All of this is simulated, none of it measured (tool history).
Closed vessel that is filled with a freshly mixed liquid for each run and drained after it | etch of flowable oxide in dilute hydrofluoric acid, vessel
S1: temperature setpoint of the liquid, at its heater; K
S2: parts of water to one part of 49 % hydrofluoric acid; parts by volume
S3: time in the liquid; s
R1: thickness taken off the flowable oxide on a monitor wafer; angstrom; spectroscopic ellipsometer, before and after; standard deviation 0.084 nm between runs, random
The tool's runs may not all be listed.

Run 1, hour 0: S1 295.15 K, S2 175 parts by volume, S3 40 s. Result: R1 52.351 angstrom.
Run 2, hour 4: S1 298.15 K, S2 175 parts by volume, S3 40 s. Result: R1 59.873 angstrom.
Run 3, hour 11.2: S1 298.15 K, S2 205 parts by volume, S3 40 s. Result: R1 49.246 angstrom.
Run 4, hour 16.8: S1 298.15 K, S2 145 parts by volume, S3 40 s. Result: R1 74.416 angstrom.
Run 5, hour 24.9: S1 298.65 K, S2 145 parts by volume, S3 40 s. Result: R1 74.798 angstrom.
Run 6, hour 29.3: S1 298.65 K, S2 145 parts by volume, S3 40 s. Result: R1 75.685 angstrom.

Run 7 comes next. What will it give?
Run 7, hour 35.2: S1 299.15 K, S2 145 parts by volume, S3 40 s. Result: R1 ?.

R1: 77.185 angstrom
